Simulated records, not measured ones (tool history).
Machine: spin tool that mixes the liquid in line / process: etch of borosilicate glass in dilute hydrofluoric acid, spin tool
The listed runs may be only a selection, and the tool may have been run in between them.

| run | day | temperature setpoint of the liquid (°C) | parts of water to one part of 49 % hydrofluoric acid (parts by volume) | time under the liquid (s) | thickness taken off the borosilicate glass on a monitor wafer (angstrom) |
|---|---|---|---|---|---|
| 1 | 0.000 | 23.0 | 145 | 15 | 18.351 |
| 2 | 0.129 | 25.5 | 145 | 15 | 20.126 |
| 3 | 0.333 | 24.5 | 145 | 15 | 19.245 |
| 4 | 0.538 | 24.5 | 145 | 15 | 19.586 |
| 5 | 0.808 | 24.0 | 145 | 15 | 19.144 |
| 6 | 1.175 | 24.0 | 120 | 15 | 23.507 |
| 7 | 1.538 | 22.5 | 120 | 15 | 22.105 |

Forecast run 8:
| 8 | 1.721 | 21.5 | 120 | 15 | ? |

{"run 8": {"thickness taken off the borosilicate glass on a monitor wafer (angstrom)": 21.526}}
